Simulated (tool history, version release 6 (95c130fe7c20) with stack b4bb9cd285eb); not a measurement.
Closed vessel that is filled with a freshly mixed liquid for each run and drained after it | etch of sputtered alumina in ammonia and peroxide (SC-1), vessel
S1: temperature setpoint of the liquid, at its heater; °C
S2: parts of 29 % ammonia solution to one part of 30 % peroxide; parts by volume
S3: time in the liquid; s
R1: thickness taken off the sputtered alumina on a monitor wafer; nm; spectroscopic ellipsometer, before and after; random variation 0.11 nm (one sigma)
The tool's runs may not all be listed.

run  hour    S1    S2   S3      R1
  1   0.0  49.0  0.55  695  37.800
  2   4.1  48.5  0.55  695  36.610
  3   6.7  48.0  0.55  695  35.673
  4  14.6  52.5  0.55  695  45.720
  5  18.9  52.5  0.35  695  43.728
     23.8  -- new drum of ammonia solution connected
  6  23.8  51.5  0.35  695  41.766
  7  28.4  51.0  0.35  695  40.568

Forecast run 8:
  8  31.7  46.0  0.35  695   ?

{"run 8": {"R1": 30.751}}

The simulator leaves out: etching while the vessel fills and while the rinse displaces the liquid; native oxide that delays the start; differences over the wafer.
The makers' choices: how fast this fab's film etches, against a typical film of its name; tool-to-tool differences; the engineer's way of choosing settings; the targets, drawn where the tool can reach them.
